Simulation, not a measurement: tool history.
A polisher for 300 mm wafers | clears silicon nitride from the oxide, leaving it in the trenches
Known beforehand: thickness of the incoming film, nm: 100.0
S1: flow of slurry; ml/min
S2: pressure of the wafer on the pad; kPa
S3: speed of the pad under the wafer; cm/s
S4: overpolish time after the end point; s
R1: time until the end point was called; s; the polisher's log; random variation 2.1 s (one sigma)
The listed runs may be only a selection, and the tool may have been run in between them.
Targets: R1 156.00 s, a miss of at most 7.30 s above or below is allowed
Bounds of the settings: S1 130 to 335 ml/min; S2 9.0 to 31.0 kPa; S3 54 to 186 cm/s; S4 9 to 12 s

run,hour,S1,S2,S3,S4,R1
1,0.0,215,20.0,118,12,103.69
2,5.3,215,18.6,118,12,109.34
3,11.9,215,18.6,118,12,108.95
4,18.5,215,17.2,118,12,116.86
5,23.7,240,17.2,118,12,114.01
6,24.2,240,15.2,118,12,126.98
7,27.8,240,14.5,118,12,133.55
8,33.5,240,13.8,118,12,139.65
9,38.4,235,13.8,118,12,140.67
10,46.5,230,13.8,118,12,141.28
11,47.4,225,13.8,118,12,140.41
12,56.3,220,13.1,118,12,148.71

Exactly one of the 5 candidate moves below puts every result within its allowed miss. Which one?
A,65.2,305,13.8,118,12,?
B,65.2,250,17.2,104,9,?
C,65.2,210,11.7,150,11,?
D,65.2,195,13.1,134,12,?
E,65.2,215,12.4,116,12,?

move,R1
A,137.17
B,129.63
C,131.03
D,133.90
E,159.15
A: the biggest miss grows against the last run
B: the biggest miss grows against the last run
C: the biggest miss grows against the last run
D: the biggest miss grows against the last run
E: each result inside its tolerance
Go with E: it meets all targets.
